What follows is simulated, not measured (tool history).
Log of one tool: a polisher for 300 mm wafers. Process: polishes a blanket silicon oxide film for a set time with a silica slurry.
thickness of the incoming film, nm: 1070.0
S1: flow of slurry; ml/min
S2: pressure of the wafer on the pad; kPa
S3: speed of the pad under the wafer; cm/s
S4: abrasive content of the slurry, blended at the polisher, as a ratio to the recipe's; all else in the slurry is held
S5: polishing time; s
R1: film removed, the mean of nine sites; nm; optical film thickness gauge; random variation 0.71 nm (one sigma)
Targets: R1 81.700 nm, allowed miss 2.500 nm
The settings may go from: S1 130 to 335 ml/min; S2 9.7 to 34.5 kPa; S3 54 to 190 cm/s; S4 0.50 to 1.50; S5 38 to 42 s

run	hour	S1	S2	S3	S4	S5	R1
1	0.0	215	22.1	122	1.00	42	106.260
2	5.7	190	22.1	122	1.00	42	104.160
3	13.0	185	20.7	122	1.00	42	97.553
4	17.1	185	20.7	142	1.00	42	109.460
5	22.6	180	18.6	142	1.00	42	98.472
6	25.2	175	17.2	142	1.00	42	91.252
7	33.2	170	16.5	142	1.00	42	86.097
8	38.1	165	16.5	142	1.00	42	86.504
9	41.3	160	16.5	142	1.00	42	85.505
10	50.2	160	16.5	142	1.00	42	86.623

4 next moves are on the table. One of them brings every result within its allowed miss. Which?
A	59.1	150	17.9	138	1.05	42	?
B	59.1	175	18.6	126	1.00	42	?
C	59.1	190	15.9	166	1.00	38	?
D	59.1	130	15.9	156	0.95	41	?

move	R1
A	92.546
B	89.490
C	88.195
D	81.815
A: further off than the last run
B: further off than the last run
C: further off than the last run
D: meets every target
Answer: D
